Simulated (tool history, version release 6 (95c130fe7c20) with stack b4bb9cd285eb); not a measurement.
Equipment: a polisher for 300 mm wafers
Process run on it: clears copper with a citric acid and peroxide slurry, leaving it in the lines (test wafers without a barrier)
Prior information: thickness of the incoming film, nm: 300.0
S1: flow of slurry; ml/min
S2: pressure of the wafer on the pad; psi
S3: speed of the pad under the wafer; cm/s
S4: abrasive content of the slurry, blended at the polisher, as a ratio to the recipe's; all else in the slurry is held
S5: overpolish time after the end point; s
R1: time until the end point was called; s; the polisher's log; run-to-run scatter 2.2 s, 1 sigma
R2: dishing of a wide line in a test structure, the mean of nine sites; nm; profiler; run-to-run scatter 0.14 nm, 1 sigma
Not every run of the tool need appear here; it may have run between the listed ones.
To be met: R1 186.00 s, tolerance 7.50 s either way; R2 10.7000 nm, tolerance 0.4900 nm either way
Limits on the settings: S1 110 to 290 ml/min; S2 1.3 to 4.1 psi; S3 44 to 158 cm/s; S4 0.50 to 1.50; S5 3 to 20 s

run  hour   S1   S2   S3    S4  S5      R1       R2
  1   0.0  185  2.7  100  1.00  10  119.67  16.0940
  2   6.1  185  2.7  110  1.00  10  108.48  17.5640
  3  11.4  185  2.7  110  0.85  10  110.88  17.4010
  4  15.2  180  2.4  110  0.85  10  124.11  15.4420
  5  15.9  180  2.4  134  0.85  10  101.06  18.5220
  6  22.9  175  2.2  130  0.85  10  111.25  16.5480
  7  26.3  170  2.0  126  0.85  10  129.22  15.0000
  8  34.1  155  1.3  120  0.85   9  190.70   9.0919

Exercise: of the 5 proposed moves below, exactly one satisfies all targets within the stated allowed misses. Which move is it?
  A  41.9  140  1.4  118  0.90  10   ?   ?
  B  41.9  170  1.3  110  0.90  11   ?   ?
  C  41.9  185  1.3  112  0.60  13   ?   ?
  D  41.9  195  1.4  116  0.75   9   ?   ?
  E  41.9  135  1.6   98  0.80   7   ?   ?

move      R1       R2
   A  188.40  10.3960
   B  206.47  10.4180
   C  209.82  11.9840
   D  185.70   9.5466
   E  206.85   6.8004
A: all results in spec
B: brings the result that was furthest off to its target, and leaves another outside
C: takes the biggest miss from the last run beyond its target
D: nearer than the last run, and not there yet
E: lands further from the targets than the last run did
Go with A: it meets all targets.
